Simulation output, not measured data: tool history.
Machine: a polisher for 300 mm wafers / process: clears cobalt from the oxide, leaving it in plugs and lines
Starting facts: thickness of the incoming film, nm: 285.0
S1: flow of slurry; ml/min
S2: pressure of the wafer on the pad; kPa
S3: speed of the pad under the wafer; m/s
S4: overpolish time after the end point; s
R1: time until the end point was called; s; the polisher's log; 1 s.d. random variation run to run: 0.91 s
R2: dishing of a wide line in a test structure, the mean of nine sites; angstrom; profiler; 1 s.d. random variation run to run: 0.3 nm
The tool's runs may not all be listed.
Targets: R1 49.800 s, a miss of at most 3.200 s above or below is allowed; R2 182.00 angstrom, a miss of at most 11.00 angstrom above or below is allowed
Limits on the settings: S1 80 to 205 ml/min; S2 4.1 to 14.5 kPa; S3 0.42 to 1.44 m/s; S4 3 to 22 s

{"run": 1, "day": 0.0, "S1": 135, "S2": 9.0, "S3": 0.92, "S4": 11, "R1": 75.888, "R2": 228.57}
{"run": 2, "day": 0.033, "S1": 135, "S2": 9.7, "S3": 0.92, "S4": 9, "R1": 72.087, "R2": 216.31}
{"run": 3, "day": 0.358, "S1": 135, "S2": 9.7, "S3": 1.04, "S4": 9, "R1": 64.625, "R2": 219.92}
{"run": 4, "day": 0.688, "S1": 135, "S2": 9.7, "S3": 1.04, "S4": 14, "R1": 63.977, "R2": 295.49}
{"run": 5, "day": 0.796, "S1": 135, "S2": 9.7, "S3": 1.04, "S4": 16, "R1": 64.0, "R2": 319.48}
{"run": 6, "day": 0.875, "S1": 130, "S2": 9.7, "S3": 1.1, "S4": 13, "R1": 59.33, "R2": 283.97}
{"run": 7, "day": 0.979, "S1": 130, "S2": 9.7, "S3": 1.12, "S4": 10, "R1": 62.875, "R2": 255.95}
{"run": 8, "day": 1.271, "S1": 130, "S2": 9.7, "S3": 1.12, "S4": 10, "R1": 58.925, "R2": 248.44}
{"run": 9, "day": 1.383, "S1": 135, "S2": 9.7, "S3": 1.16, "S4": 8, "R1": 57.164, "R2": 224.61}
{"run": 10, "day": 1.454, "S1": 140, "S2": 9.7, "S3": 1.18, "S4": 7, "R1": 56.212, "R2": 216.28}
{"run": 11, "day": 1.821, "S1": 145, "S2": 9.7, "S3": 1.18, "S4": 6, "R1": 56.666, "R2": 189.4}
{"run": 12, "day": 2.021, "S1": 155, "S2": 11.0, "S3": 1.18, "S4": 4, "R1": 48.976, "R2": 153.96}
{"run": 13, "day": 2.046, "S1": 150, "S2": 11.0, "S3": 1.18, "S4": 4, "R1": 49.275, "R2": 153.4}
{"run": 14, "day": 2.088, "S1": 145, "S2": 11.0, "S3": 1.2, "S4": 4, "R1": 47.009, "R2": 161.54}
{"run": 15, "day": 2.171, "S1": 140, "S2": 11.0, "S3": 1.2, "S4": 4, "R1": 49.025, "R2": 157.33}
{"run": 16, "day": 2.329, "S1": 140, "S2": 11.0, "S3": 1.2, "S4": 4, "R1": 48.185, "R2": 152.9}
{"run": 17, "day": 2.404, "S1": 140, "S2": 11.0, "S3": 1.22, "S4": 4, "R1": 47.514, "R2": 154.47}
{"run": 18, "day": 2.771, "S1": 140, "S2": 11.0, "S3": 1.22, "S4": 4, "R1": 47.662, "R2": 157.41}
{"run": 19, "day": 2.971, "S1": 140, "S2": 11.0, "S3": 1.24, "S4": 4, "R1": 47.859, "R2": 160.87}
{"run": 20, "day": 3.292, "S1": 140, "S2": 11.0, "S3": 1.26, "S4": 4, "R1": 47.361, "R2": 162.63}
{"run": 21, "day": 3.454, "S1": 140, "S2": 11.0, "S3": 1.28, "S4": 4, "R1": 45.817, "R2": 164.83}
{"run": 22, "day": 3.538, "S1": 140, "S2": 10.3, "S3": 1.3, "S4": 4, "R1": 47.271, "R2": 157.46}

Exactly one of the 4 candidate moves below puts every result within its allowed miss. Which one?
{"run": "A", "day": 3.621, "S1": 160, "S2": 10.3, "S3": 1.26, "S4": 3, "R1": "?", "R2": "?"}
{"run": "B", "day": 3.621, "S1": 105, "S2": 11.0, "S3": 1.3, "S4": 6, "R1": "?", "R2": "?"}
{"run": "C", "day": 3.621, "S1": 155, "S2": 9.7, "S3": 1.42, "S4": 6, "R1": "?", "R2": "?"}
{"run": "D", "day": 3.621, "S1": 120, "S2": 10.3, "S3": 1.28, "S4": 5, "R1": "?", "R2": "?"}

move=A R1=49.091 R2=125.36
move=B R1=49.069 R2=212.17
move=C R1=46.962 R2=218.56
move=D R1=51.263 R2=180.90
A: its largest miss is bigger than the last run's
B: moves the result that the last run missed by most past its target, out the other side
C: moves the result that the last run missed by most past its target, out the other side
D: in spec on every target
Move D is the one to make.

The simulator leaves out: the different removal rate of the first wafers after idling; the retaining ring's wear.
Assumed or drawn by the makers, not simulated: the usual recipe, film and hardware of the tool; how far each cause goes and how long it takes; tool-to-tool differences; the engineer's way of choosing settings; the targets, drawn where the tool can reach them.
